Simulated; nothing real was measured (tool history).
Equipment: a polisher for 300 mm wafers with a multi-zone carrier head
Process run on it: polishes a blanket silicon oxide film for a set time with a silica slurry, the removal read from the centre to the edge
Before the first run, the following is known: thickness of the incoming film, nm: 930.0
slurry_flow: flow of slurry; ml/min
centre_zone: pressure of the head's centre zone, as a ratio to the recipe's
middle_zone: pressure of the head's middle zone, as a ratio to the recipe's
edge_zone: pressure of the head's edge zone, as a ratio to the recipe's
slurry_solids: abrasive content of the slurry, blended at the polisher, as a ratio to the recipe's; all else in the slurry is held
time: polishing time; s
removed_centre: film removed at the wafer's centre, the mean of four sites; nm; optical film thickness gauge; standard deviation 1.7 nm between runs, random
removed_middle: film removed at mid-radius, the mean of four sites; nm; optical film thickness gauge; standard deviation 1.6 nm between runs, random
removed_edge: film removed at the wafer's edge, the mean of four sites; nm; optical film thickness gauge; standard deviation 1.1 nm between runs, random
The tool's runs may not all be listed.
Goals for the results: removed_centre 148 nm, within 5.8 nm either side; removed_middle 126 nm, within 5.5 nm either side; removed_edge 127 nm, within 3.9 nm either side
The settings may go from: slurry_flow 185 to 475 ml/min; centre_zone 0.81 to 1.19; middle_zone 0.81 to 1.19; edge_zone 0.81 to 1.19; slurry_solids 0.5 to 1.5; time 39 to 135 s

{"run": 1, "day": 0.0, "slurry_flow": 305, "centre_zone": 1, "middle_zone": 1, "edge_zone": 1, "slurry_solids": 1, "time": 87, "removed_centre": 203.95, "removed_middle": 200.68, "removed_edge": 199.84}
{"run": 2, "day": 0.338, "slurry_flow": 305, "centre_zone": 1.01, "middle_zone": 0.99, "edge_zone": 0.99, "slurry_solids": 0.95, "time": 85, "removed_centre": 202.06, "removed_middle": 186.66, "removed_edge": 186.63}
{"run": 3, "day": 0.621, "slurry_flow": 305, "centre_zone": 1, "middle_zone": 0.98, "edge_zone": 0.98, "slurry_solids": 0.9, "time": 84, "removed_centre": 192.76, "removed_middle": 182.3, "removed_edge": 182.16}
{"run": 4, "day": 0.875, "slurry_flow": 305, "centre_zone": 1, "middle_zone": 0.98, "edge_zone": 0.98, "slurry_solids": 0.9, "time": 101, "removed_centre": 225.37, "removed_middle": 220.68, "removed_edge": 219.83}
{"run": 5, "day": 0.992, "slurry_flow": 305, "centre_zone": 1, "middle_zone": 0.97, "edge_zone": 0.97, "slurry_solids": 0.85, "time": 98, "removed_centre": 217.02, "removed_middle": 206.31, "removed_edge": 208}
{"run": 6, "day": 1.083, "slurry_flow": 305, "centre_zone": 1, "middle_zone": 0.97, "edge_zone": 0.96, "slurry_solids": 0.8, "time": 95, "removed_centre": 203.84, "removed_middle": 192.67, "removed_edge": 198.61}
{"run": 7, "day": 1.271, "slurry_flow": 305, "centre_zone": 1.01, "middle_zone": 0.98, "edge_zone": 0.95, "slurry_solids": 0.75, "time": 92, "removed_centre": 202.03, "removed_middle": 189.29, "removed_edge": 188.21}
{"run": 8, "day": 1.412, "slurry_flow": 305, "centre_zone": 1.01, "middle_zone": 0.98, "edge_zone": 0.94, "slurry_solids": 0.7, "time": 89, "removed_centre": 186.02, "removed_middle": 178.71, "removed_edge": 177.06}
{"run": 9, "day": 1.729, "slurry_flow": 305, "centre_zone": 1.02, "middle_zone": 0.97, "edge_zone": 0.93, "slurry_solids": 0.7, "time": 86, "removed_centre": 179.53, "removed_middle": 170.41, "removed_edge": 169.61}
{"run": 10, "day": 2.025, "slurry_flow": 305, "centre_zone": 1.03, "middle_zone": 0.96, "edge_zone": 0.92, "slurry_solids": 0.7, "time": 84, "removed_centre": 180.05, "removed_middle": 165.83, "removed_edge": 163.78}
{"run": 11, "day": 2.133, "slurry_flow": 305, "centre_zone": 1.03, "middle_zone": 0.95, "edge_zone": 0.91, "slurry_solids": 0.7, "time": 83, "removed_centre": 177.46, "removed_middle": 163.81, "removed_edge": 161.34}
{"run": 12, "day": 2.379, "slurry_flow": 305, "centre_zone": 1.03, "middle_zone": 0.94, "edge_zone": 0.9, "slurry_solids": 0.7, "time": 82, "removed_centre": 177.26, "removed_middle": 158.75, "removed_edge": 160.16}
{"run": 13, "day": 2.662, "slurry_flow": 305, "centre_zone": 1.03, "middle_zone": 0.94, "edge_zone": 0.89, "slurry_solids": 0.7, "time": 81, "removed_centre": 174.29, "removed_middle": 156.35, "removed_edge": 156.43}
{"run": 14, "day": 2.846, "slurry_flow": 305, "centre_zone": 1.03, "middle_zone": 0.94, "edge_zone": 0.88, "slurry_solids": 0.7, "time": 80, "removed_centre": 176.49, "removed_middle": 156.23, "removed_edge": 155.86}
{"run": 15, "day": 3.167, "slurry_flow": 305, "centre_zone": 1.03, "middle_zone": 0.94, "edge_zone": 0.88, "slurry_solids": 0.7, "time": 79, "removed_centre": 168.42, "removed_middle": 153.36, "removed_edge": 152.68}
{"run": 16, "day": 3.371, "slurry_flow": 305, "centre_zone": 1.03, "middle_zone": 0.94, "edge_zone": 0.88, "slurry_solids": 0.7, "time": 79, "removed_centre": 168.82, "removed_middle": 150.91, "removed_edge": 152.47}
{"run": 17, "day": 3.5, "slurry_flow": 305, "centre_zone": 1.03, "middle_zone": 0.94, "edge_zone": 0.87, "slurry_solids": 0.7, "time": 78, "removed_centre": 166.91, "removed_middle": 147.54, "removed_edge": 146.93}
{"run": 18, "day": 3.642, "slurry_flow": 305, "centre_zone": 1.03, "middle_zone": 0.94, "edge_zone": 0.86, "slurry_solids": 0.7, "time": 77, "removed_centre": 169.66, "removed_middle": 148.94, "removed_edge": 145.17}
{"run": 19, "day": 3.954, "slurry_flow": 305, "centre_zone": 1.03, "middle_zone": 0.93, "edge_zone": 0.85, "slurry_solids": 0.7, "time": 76, "removed_centre": 167.26, "removed_middle": 147.74, "removed_edge": 143.07}
{"run": 20, "day": 4.112, "slurry_flow": 295, "centre_zone": 1.02, "middle_zone": 0.85, "edge_zone": 0.83, "slurry_solids": 0.5, "time": 74, "removed_centre": 141.32, "removed_middle": 120.29, "removed_edge": 126.88}

Consider the 5 candidate settings below. Which is the only one whose results all fall within their allowed miss of target?
{"run": "A", "day": 4.271, "slurry_flow": 305, "centre_zone": 1.02, "middle_zone": 0.87, "edge_zone": 0.81, "slurry_solids": 0.5, "time": 75, "removed_centre": "?", "removed_middle": "?", "removed_edge": "?"}
{"run": "B", "day": 4.271, "slurry_flow": 295, "centre_zone": 0.93, "middle_zone": 0.93, "edge_zone": 0.87, "slurry_solids": 0.7, "time": 68, "removed_centre": "?", "removed_middle": "?", "removed_edge": "?"}
{"run": "C", "day": 4.271, "slurry_flow": 350, "centre_zone": 0.96, "middle_zone": 0.81, "edge_zone": 0.86, "slurry_solids": 0.5, "time": 72, "removed_centre": "?", "removed_middle": "?", "removed_edge": "?"}
{"run": "D", "day": 4.271, "slurry_flow": 285, "centre_zone": 0.94, "middle_zone": 0.84, "edge_zone": 0.85, "slurry_solids": 0.5, "time": 74, "removed_centre": "?", "removed_middle": "?", "removed_edge": "?"}
{"run": "E", "day": 4.271, "slurry_flow": 305, "centre_zone": 0.94, "middle_zone": 0.81, "edge_zone": 0.86, "slurry_solids": 0.5, "time": 73, "removed_centre": "?", "removed_middle": "?", "removed_edge": "?"}

move=A removed_centre=145.82 removed_middle=122.13 removed_edge=126.51
move=B removed_centre=131.79 removed_middle=127.46 removed_edge=129.55
move=C removed_centre=133.6 removed_middle=112.72 removed_edge=126.1
move=D removed_centre=131.39 removed_middle=116.56 removed_edge=126.82
move=E removed_centre=130.66 removed_middle=112.77 removed_edge=126.53
A: meets every target
B: further off than the last run
C: further off than the last run
D: further off than the last run
E: further off than the last run
Answer: A
